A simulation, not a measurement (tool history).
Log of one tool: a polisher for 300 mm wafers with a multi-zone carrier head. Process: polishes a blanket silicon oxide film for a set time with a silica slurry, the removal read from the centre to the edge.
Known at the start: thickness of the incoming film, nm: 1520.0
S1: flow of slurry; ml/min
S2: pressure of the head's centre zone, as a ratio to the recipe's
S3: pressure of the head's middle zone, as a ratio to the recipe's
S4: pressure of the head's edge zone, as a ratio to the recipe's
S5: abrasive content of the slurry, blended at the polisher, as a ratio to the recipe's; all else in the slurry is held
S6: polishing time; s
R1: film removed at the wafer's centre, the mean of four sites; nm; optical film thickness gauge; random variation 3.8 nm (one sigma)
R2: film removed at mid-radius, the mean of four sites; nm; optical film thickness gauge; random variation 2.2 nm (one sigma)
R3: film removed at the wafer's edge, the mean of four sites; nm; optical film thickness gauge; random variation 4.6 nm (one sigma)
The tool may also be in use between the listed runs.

Run 1, hour 0: S1 290 ml/min, S2 1, S3 1, S4 1, S5 1, S6 73 s. Result: R1 281.05 nm, R2 278.84 nm, R3 280.47 nm.
Run 2, hour 7.6: S1 295 ml/min, S2 1.01, S3 1.02, S4 1.03, S5 1.05, S6 73 s. Result: R1 298.54 nm, R2 288.57 nm, R3 293.7 nm.
Run 3, hour 11.3: S1 300 ml/min, S2 1.01, S3 1.05, S4 1.06, S5 1.05, S6 73 s. Result: R1 290.94 nm, R2 295.13 nm, R3 297.59 nm.
Run 4, hour 13.1: S1 300 ml/min, S2 1.01, S3 1.05, S4 1.06, S5 1.15, S6 73 s. Result: R1 305.49 nm, R2 314.51 nm, R3 316.64 nm.
Run 5, hour 16: S1 305 ml/min, S2 1.02, S3 1.06, S4 1.07, S5 1.15, S6 73 s. Result: R1 310.5 nm, R2 314.31 nm, R3 323.33 nm.
Run 6, hour 17: S1 310 ml/min, S2 1.03, S3 1.07, S4 1.07, S5 1.15, S6 73 s. Result: R1 319.95 nm, R2 316.72 nm, R3 315.65 nm.
Run 7, hour 18.7: S1 315 ml/min, S2 1.03, S3 1.08, S4 1.08, S5 1.15, S6 73 s. Result: R1 316.39 nm, R2 316.11 nm, R3 322.15 nm.

Run 8 comes next. What will it give?
Run 8, hour 20: S1 320 ml/min, S2 1.03, S3 1.09, S4 1.09, S5 1.15, S6 73 s. Result: R1 ?, R2 ?, R3 ?.

{"run 8": {"R1": 312.67, "R2": 323.88, "R3": 319.25}}

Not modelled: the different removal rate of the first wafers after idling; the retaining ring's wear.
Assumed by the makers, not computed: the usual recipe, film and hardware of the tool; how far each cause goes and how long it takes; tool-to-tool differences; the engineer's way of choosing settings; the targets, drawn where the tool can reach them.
